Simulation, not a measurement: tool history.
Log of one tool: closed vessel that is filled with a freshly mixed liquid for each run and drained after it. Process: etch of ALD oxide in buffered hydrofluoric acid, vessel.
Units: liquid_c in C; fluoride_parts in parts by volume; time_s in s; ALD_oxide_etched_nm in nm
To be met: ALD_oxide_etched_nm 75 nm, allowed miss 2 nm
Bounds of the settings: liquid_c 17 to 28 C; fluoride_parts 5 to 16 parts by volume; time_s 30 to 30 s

| run | hour | liquid_c | fluoride_parts | time_s | ALD_oxide_etched_nm |
|---|---|---|---|---|---|
| 1 | 0 | 20 | 9.5 | 30 | 28.949 |
| 2 | 6.9 | 20 | 9.5 | 30 | 28.744 |
| 3 | 13.5 | 21.5 | 8.5 | 30 | 34.549 |
| 4 | 14.3 | 21.5 | 6 | 30 | 48.032 |
| 5 | 17.1 | 21.5 | 6 | 30 | 47.865 |
| 6 | 24.5 | 22.5 | 6 | 30 | 51.205 |
| 7 | 33.2 | 23.5 | 6 | 30 | 54.379 |
|  | 38.3 | hydrofluoric acid flow meter replaced |
| 8 | 38.3 | 24.5 | 6 | 30 | 62.764 |

4 next moves are on the table. One of them brings every result within its allowed miss. Which?
| A | 43.4 | 23 | 5 | 30 | ? |
| B | 43.4 | 26 | 5 | 30 | ? |
| C | 43.4 | 27.5 | 5.5 | 30 | ? |
| D | 43.4 | 25 | 5 | 30 | ? |

| move | ALD_oxide_etched_nm |
|---|---|
| A | 66.951 |
| B | 78.767 |
| C | 78.741 |
| D | 74.64 |
A: nearer than the last run, and not there yet
B: takes the result that was furthest off past its target
C: takes the result that was furthest off past its target
D: meets every target
Answer: D
